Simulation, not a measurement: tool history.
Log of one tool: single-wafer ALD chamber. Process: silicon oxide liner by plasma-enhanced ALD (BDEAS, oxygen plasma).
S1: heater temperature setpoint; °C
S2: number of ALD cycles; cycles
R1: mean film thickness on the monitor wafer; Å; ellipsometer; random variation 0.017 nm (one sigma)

run	hour	S1	S2	R1
1	0.0	320	54	42.553
2	5.1	320	59	46.534
3	13.3	319	60	47.393
4	18.6	326	60	46.723
# hour 22.8: thermocouple changed; heater temperature recalibrated
5	22.8	326	54	42.609
6	31.6	326	57	45.084
7	40.4	326	59	46.346
8	47.4	326	60	47.335
9	53.1	326	61	48.028
10	58.4	326	62	48.745

Forecast run 11:
11	66.9	326	63	?

Run 11 gave R1 49.810 Å.
